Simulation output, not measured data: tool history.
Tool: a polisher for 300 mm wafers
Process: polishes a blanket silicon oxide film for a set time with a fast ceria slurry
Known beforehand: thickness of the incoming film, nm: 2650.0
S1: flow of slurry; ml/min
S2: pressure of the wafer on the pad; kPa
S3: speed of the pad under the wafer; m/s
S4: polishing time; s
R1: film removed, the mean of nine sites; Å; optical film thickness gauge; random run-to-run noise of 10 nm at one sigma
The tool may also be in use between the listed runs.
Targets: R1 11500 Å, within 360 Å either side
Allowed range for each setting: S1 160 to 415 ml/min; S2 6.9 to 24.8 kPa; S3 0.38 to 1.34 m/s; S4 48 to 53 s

{"run": 1, "hour": 0.0, "S1": 265, "S2": 15.9, "S3": 0.86, "S4": 53, "R1": 6805.8}
{"run": 2, "hour": 5.1, "S1": 265, "S2": 15.9, "S3": 0.86, "S4": 53, "R1": 6728.9}
{"run": 3, "hour": 11.7, "S1": 265, "S2": 12.4, "S3": 0.86, "S4": 53, "R1": 5414.1}
{"run": 4, "hour": 15.2, "S1": 265, "S2": 15.2, "S3": 0.86, "S4": 53, "R1": 6470.7}
{"run": 5, "hour": 17.8, "S1": 265, "S2": 17.2, "S3": 0.86, "S4": 53, "R1": 7347.9}
{"run": 6, "hour": 23.7, "S1": 265, "S2": 19.3, "S3": 0.86, "S4": 53, "R1": 8077.6}
{"run": 7, "hour": 25.0, "S1": 265, "S2": 20.7, "S3": 0.88, "S4": 53, "R1": 8859.3}
{"run": 8, "hour": 26.9, "S1": 265, "S2": 22.1, "S3": 0.88, "S4": 53, "R1": 9409.3}
{"run": 9, "hour": 28.1, "S1": 265, "S2": 22.8, "S3": 0.9, "S4": 53, "R1": 10026}
{"run": 10, "hour": 36.0, "S1": 275, "S2": 24.8, "S3": 0.9, "S4": 53, "R1": 11007}

Of the 4 settings listed for the next run, only one would bring every result within its allowed miss of target. Which one?
{"run": "A", "hour": 43.9, "S1": 240, "S2": 24.8, "S3": 0.9, "S4": 53, "R1": "?"}
{"run": "B", "hour": 43.9, "S1": 250, "S2": 24.1, "S3": 1.08, "S4": 48, "R1": "?"}
{"run": "C", "hour": 43.9, "S1": 315, "S2": 24.1, "S3": 1.04, "S4": 53, "R1": "?"}
{"run": "D", "hour": 43.9, "S1": 245, "S2": 23.4, "S3": 0.94, "S4": 52, "R1": "?"}

move=A R1=10883
move=B R1=11498
move=C R1=12498
move=D R1=10554
A: the biggest miss grows against the last run
B: meets every target
C: carries the result that was furthest off beyond its target, to the other side
D: the biggest miss grows against the last run
Correct choice: B, which meets every target
